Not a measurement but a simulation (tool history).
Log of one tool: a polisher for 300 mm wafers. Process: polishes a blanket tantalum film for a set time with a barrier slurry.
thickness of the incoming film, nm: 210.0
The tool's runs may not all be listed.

| run | hour | flow of slurry (ml/min) | pressure of the wafer on the pad (kPa) | speed of the pad under the wafer (m/s) | abrasive content of the slurry | polishing time (s) | film removed (Å) |
|---|---|---|---|---|---|---|---|
| 1 | 0 | 200 | 17.2 | 1.24 | 1 | 42 | 999.84 |
| 2 | 3.6 | 195 | 15.9 | 1.24 | 1 | 42 | 936.04 |
| 3 | 10.2 | 195 | 14.5 | 1.24 | 1 | 42 | 867.12 |
| 4 | 15.1 | 195 | 13.8 | 1.24 | 1 | 42 | 853.99 |
| 5 | 23.4 | 195 | 13.1 | 1.24 | 1 | 42 | 796.57 |
| 6 | 31.7 | 175 | 13.1 | 1.24 | 1 | 42 | 793.63 |
| 7 | 39.2 | 170 | 12.4 | 1.24 | 1 | 42 | 765.95 |
| 8 | 41.9 | 170 | 11.7 | 1.24 | 1 | 42 | 733.85 |
| 9 | 44.5 | 165 | 11 | 1.24 | 1 | 42 | 710.61 |

Forecast run 10:
| 10 | 45.2 | 165 | 11 | 1.24 | 1 | 42 | ? |

{"run 10": {"film removed (Å)": 709.31}}
